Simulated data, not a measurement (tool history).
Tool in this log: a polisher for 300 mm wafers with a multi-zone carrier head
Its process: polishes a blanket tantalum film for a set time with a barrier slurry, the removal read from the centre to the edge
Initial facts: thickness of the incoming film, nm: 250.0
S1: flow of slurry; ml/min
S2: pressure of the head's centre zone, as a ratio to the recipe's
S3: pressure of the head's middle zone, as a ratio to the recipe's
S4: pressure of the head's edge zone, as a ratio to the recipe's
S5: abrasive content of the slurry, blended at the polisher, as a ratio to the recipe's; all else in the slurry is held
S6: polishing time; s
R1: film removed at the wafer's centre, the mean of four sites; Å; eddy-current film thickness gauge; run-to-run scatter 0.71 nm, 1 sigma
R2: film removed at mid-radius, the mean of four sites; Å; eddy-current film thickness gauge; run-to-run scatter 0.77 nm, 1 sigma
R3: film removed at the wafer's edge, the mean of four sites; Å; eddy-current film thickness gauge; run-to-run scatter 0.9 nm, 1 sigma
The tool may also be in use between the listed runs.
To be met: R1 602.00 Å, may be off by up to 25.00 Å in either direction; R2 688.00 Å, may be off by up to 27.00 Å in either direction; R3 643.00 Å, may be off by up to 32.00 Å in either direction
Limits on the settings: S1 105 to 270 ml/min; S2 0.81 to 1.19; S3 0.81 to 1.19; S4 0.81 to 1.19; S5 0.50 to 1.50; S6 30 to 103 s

run	day	S1	S2	S3	S4	S5	S6	R1	R2	R3
1	0.000	175	1.00	1.00	1.00	1.00	66	781.79	784.69	798.16
2	0.338	175	1.00	1.08	1.00	1.00	66	773.88	837.70	764.09
3	0.554	175	1.03	1.08	1.00	1.00	66	790.48	835.23	773.02
4	0.817	175	1.03	1.08	1.00	0.85	66	747.77	771.86	742.77
5	0.925	175	1.03	1.08	1.08	0.85	66	752.67	782.57	768.98
6	1.196	135	1.03	1.08	1.08	0.85	66	722.42	766.07	759.40
7	1.446	140	1.02	1.09	1.06	0.80	65	683.99	722.38	711.47
8	1.546	135	1.00	1.10	1.05	0.80	65	678.37	736.97	712.20
9	1.921	135	0.98	1.11	1.04	0.75	65	641.92	712.82	676.79
10	2.083	135	0.97	1.11	1.03	0.75	65	628.96	717.72	671.56
11	2.129	135	0.97	1.11	1.02	0.75	65	639.80	709.38	674.67

Consider the 4 candidate settings below. Which is the only one whose results all fall within their allowed miss of target?
A	2.175	130	0.99	1.14	1.05	0.80	59	?	?	?
B	2.175	105	0.92	1.00	1.13	0.60	81	?	?	?
C	2.175	180	0.91	1.01	0.88	1.15	58	?	?	?
D	2.175	155	1.03	1.01	0.99	0.60	72	?	?	?

move	R1	R2	R3
A	604.32	688.74	624.72
B	643.38	704.38	749.49
C	660.06	728.74	666.85
D	674.87	667.64	649.29
A: every result within its allowed miss
B: misses by more than the last run did
C: misses by more than the last run did
D: misses by more than the last run did
A is the move that brings every result within its allowed miss.
